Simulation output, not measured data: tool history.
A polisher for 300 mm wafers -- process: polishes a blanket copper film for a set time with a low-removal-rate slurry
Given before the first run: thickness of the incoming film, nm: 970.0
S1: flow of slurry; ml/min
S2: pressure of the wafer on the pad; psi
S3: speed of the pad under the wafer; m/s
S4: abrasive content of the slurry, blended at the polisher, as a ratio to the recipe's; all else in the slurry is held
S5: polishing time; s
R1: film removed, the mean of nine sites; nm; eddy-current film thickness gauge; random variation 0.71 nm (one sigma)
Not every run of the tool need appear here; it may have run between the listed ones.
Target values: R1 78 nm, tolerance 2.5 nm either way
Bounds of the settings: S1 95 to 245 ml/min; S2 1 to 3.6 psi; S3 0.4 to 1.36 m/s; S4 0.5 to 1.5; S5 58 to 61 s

Run 1, hour 0: S1 155 ml/min, S2 2.3 psi, S3 0.88 m/s, S4 1, S5 58 s. Result: R1 108.23 nm.
Run 2, hour 3.1: S1 150 ml/min, S2 2.1 psi, S3 0.88 m/s, S4 1, S5 58 s. Result: R1 101.62 nm.
Run 3, hour 6.4: S1 150 ml/min, S2 2.1 psi, S3 0.88 m/s, S4 1, S5 58 s. Result: R1 102.09 nm.
Run 4, hour 11.4: S1 150 ml/min, S2 1.9 psi, S3 0.88 m/s, S4 1, S5 58 s. Result: R1 92.078 nm.
Run 5, hour 18.4: S1 115 ml/min, S2 1.9 psi, S3 0.88 m/s, S4 1, S5 58 s. Result: R1 89.004 nm.
Run 6, hour 21.8: S1 140 ml/min, S2 1.9 psi, S3 0.88 m/s, S4 1, S5 58 s. Result: R1 94.974 nm.
Run 7, hour 23.5: S1 135 ml/min, S2 1.8 psi, S3 0.88 m/s, S4 1, S5 58 s. Result: R1 89.263 nm.
Run 8, hour 26.2: S1 130 ml/min, S2 1.7 psi, S3 0.88 m/s, S4 1, S5 58 s. Result: R1 83.605 nm.
Run 9, hour 31: S1 125 ml/min, S2 1.7 psi, S3 0.88 m/s, S4 1, S5 58 s. Result: R1 83.94 nm.
Run 10, hour 36.8: S1 120 ml/min, S2 1.7 psi, S3 0.88 m/s, S4 1, S5 58 s. Result: R1 82.608 nm.
Run 11, hour 41.8: S1 115 ml/min, S2 1.7 psi, S3 0.88 m/s, S4 1, S5 58 s. Result: R1 82.508 nm.

5 next moves are on the table. One of them brings every result within its allowed miss. Which?
Run A, hour 46.8: S1 190 ml/min, S2 1.7 psi, S3 0.84 m/s, S4 1, S5 59 s. Result: R1 ?.
Run B, hour 46.8: S1 110 ml/min, S2 1.6 psi, S3 0.92 m/s, S4 1, S5 61 s. Result: R1 ?.
Run C, hour 46.8: S1 110 ml/min, S2 1.4 psi, S3 0.92 m/s, S4 1.05, S5 58 s. Result: R1 ?.
Run D, hour 46.8: S1 125 ml/min, S2 1.7 psi, S3 0.92 m/s, S4 1.1, S5 58 s. Result: R1 ?.
Run E, hour 46.8: S1 140 ml/min, S2 1.6 psi, S3 0.86 m/s, S4 0.95, S5 58 s. Result: R1 ?.

move      R1
   A  88.863
   B  85.528
   C  74.471
   D  89.314
   E  80.011
A: misses by more than the last run did
B: misses by more than the last run did
C: carries the result that was furthest off beyond its target, to the other side
D: misses by more than the last run did
E: each result inside its tolerance
E is the move that brings every result within its allowed miss.

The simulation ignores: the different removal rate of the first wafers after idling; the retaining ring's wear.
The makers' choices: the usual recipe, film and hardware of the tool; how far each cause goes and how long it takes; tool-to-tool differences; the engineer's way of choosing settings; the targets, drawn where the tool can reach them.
